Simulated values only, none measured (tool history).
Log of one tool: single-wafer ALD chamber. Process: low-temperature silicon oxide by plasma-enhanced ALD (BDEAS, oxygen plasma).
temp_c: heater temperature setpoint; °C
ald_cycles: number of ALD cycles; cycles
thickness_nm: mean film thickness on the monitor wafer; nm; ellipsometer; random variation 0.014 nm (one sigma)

run	day	temp_c	ald_cycles	thickness_nm
1	0.000	105	22	3.3127
2	0.271	104	23	3.4777
3	0.458	103	24	3.6066
4	0.746	99	24	3.6641
5	1.083	98	25	3.8307
6	1.412	98	23	3.5252
7	1.621	97	24	3.6723

The next listed run, before its measurement:
8	1.900	96	25	?

{"run 8": {"thickness_nm": 3.856}}
